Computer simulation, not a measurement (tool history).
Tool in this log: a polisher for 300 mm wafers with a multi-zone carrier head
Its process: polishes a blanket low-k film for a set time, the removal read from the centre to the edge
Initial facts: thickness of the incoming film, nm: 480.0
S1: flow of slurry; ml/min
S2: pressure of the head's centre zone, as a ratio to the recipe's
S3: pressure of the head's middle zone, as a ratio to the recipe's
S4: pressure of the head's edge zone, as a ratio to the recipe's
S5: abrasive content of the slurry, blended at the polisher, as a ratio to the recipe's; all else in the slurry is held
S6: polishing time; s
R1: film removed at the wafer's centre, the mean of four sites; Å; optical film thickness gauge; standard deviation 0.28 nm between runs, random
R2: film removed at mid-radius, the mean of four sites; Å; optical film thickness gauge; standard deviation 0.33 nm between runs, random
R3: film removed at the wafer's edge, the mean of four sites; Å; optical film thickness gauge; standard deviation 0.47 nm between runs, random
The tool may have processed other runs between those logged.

run	hour	S1	S2	S3	S4	S5	S6	R1	R2	R3
1	0	230	1	1	1	1	56	307.34	276.1	295.1
2	4	185	1	1	1	1	56	296.42	270.39	283.7
3	6.1	185	1	1	1	1.15	56	317.03	290.21	303.47
4	13.9	220	1.03	1.05	1.05	1.2	56	343.42	307.62	320.87
5	22	220	1.03	1.05	1.05	1.1	56	331.06	301.87	310.4
6	26.2	245	1.04	1.09	1.09	1.15	56	344.2	316.41	326.8

Run 7 comes next. What will it give?
7	26.8	260	1.05	1.12	1.11	1.2	56	?	?	?

Run 7 came out at R1 354.97 Å, R2 329.56 Å, R3 335.08 Å.
